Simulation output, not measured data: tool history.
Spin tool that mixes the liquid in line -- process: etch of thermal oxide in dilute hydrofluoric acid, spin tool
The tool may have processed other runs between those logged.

| run | day | temperature setpoint of the liquid (°C) | parts of water to one part of 49 % hydrofluoric acid (parts by volume) | time under the liquid (s) | thickness taken off the thermal oxide on a monitor wafer (nm) |
|---|---|---|---|---|---|
| 1 | 0.000 | 24.0 | 95 | 270 | 15.908 |
| 2 | 0.325 | 25.5 | 90 | 270 | 17.874 |
| 3 | 0.371 | 26.5 | 85 | 270 | 19.972 |
| 4 | 0.579 | 26.5 | 100 | 270 | 16.660 |
| 5 | 0.908 | 24.0 | 100 | 270 | 15.088 |
| 6 | 0.996 | 24.0 | 100 | 295 | 16.443 |
| 7 | 1.296 | 25.5 | 100 | 295 | 17.421 |
| 8 | 1.408 | 26.5 | 95 | 295 | 19.141 |
|  | 1.688 | thermometer replaced |
| 9 | 1.688 | 27.5 | 95 | 295 | 21.350 |
| 10 | 1.775 | 28.0 | 95 | 295 | 21.649 |
| 11 | 2.133 | 28.5 | 95 | 295 | 21.870 |
| 12 | 2.308 | 29.0 | 95 | 295 | 22.557 |
| 13 | 2.625 | 29.0 | 95 | 295 | 22.313 |
| 14 | 2.679 | 29.5 | 95 | 295 | 22.880 |
| 15 | 2.796 | 30.0 | 95 | 295 | 23.370 |

Run 16, settings as shown, results not yet in. Your forecast:
| 16 | 2.925 | 30.5 | 95 | 295 | ? |

{"run 16": {"thickness taken off the thermal oxide on a monitor wafer (nm)": 23.566}}
